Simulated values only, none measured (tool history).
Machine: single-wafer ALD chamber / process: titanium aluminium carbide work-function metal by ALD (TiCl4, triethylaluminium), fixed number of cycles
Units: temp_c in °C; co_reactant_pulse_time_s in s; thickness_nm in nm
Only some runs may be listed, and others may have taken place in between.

run	hour	temp_c	co_reactant_pulse_time_s	thickness_nm
1	0	290	7.64	1.9519
2	5.5	292	7.74	1.9524
3	11.3	294	7.95	1.9765
4	14.8	294	8.77	2.0248
5	17.9	295	8.86	2.0234
6	24.5	284	8.86	1.9123

What does the tool deliver on the next run?
7	28.8	286	8.98	?

thickness_nm: 1.9396 nm
